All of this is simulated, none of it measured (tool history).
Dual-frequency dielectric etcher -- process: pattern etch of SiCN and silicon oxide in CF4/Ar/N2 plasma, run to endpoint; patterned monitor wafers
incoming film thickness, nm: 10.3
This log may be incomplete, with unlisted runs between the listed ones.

run	day	source power (W)	bias power (W)	Ar flow (sccm)	CF4 flow (sccm)	endpoint time (s)
1	0	490	68	84	83	10.555
2	0.308	490	68	84	75	10.661
3	0.567	490	68	97	75	10.86
4	0.633	520	68	97	75	10.479
5	0.729	550	69	97	75	9.9985
6	0.996	550	69	97	67	10.107
7	1.367	580	69	97	67	9.5808
8	1.392	600	69	97	67	9.431
9	1.525	620	69	97	67	9.1785
10	1.567	630	69	97	67	9.0236
11	1.608	640	69	97	67	8.9148

Run 12, settings as shown, results not yet in. Your forecast:
12	1.667	650	69	97	67	?

Run 12 yielded endpoint time (s) 8.8625.

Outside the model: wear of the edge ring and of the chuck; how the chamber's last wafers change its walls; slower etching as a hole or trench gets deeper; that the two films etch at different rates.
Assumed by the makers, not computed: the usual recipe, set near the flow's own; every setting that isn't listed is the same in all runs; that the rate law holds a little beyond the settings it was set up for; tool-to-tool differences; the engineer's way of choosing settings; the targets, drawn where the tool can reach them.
